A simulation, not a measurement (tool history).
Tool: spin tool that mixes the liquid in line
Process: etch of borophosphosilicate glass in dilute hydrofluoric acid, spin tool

run,hour,temperature setpoint of the liquid (°C),parts of water to one part of 49 % hydrofluoric acid (parts by volume),time under the liquid (s),thickness taken off the borophosphosilicate glass on a monitor wafer (nm)
1,0.0,22.0,185,35,7.7128
2,6.9,22.0,235,35,5.6056
3,7.9,18.5,235,35,4.9736
4,11.8,20.0,220,35,5.6575
# hour 18.9: thermometer replaced
5,18.9,21.5,210,35,5.8559
6,26.1,21.5,165,35,7.8566

Run 7 comes next. What will it give?
7,33.9,22.5,160,35,?

thickness taken off the borophosphosilicate glass on a monitor wafer (nm): 8.4253
